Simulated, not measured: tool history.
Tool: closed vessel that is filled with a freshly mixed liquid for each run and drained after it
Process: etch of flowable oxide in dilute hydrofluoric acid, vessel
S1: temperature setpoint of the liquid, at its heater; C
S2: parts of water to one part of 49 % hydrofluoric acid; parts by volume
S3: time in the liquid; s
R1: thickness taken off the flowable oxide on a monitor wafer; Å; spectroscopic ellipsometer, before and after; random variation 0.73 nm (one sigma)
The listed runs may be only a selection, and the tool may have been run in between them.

run 1 hour=0 | S1=22 S2=70 S3=90 | R1=450.35
run 2 hour=3.7 | S1=23.5 S2=65 S3=90 | R1=520.68
run 3 hour=11.3 | S1=25 S2=65 S3=90 | R1=554.3
run 4 hour=13.5 | S1=25 S2=65 S3=95 | R1=582.29
run 5 hour=15.9 | S1=25 S2=75 S3=95 | R1=501.18
run 6 hour=19.5 | S1=25 S2=65 S3=95 | R1=591.09

Run 7 comes next. What will it give?
run 7 hour=21.7 | S1=26 S2=65 S3=95 | R1=?

{"run 7": {"R1": 605.87}}
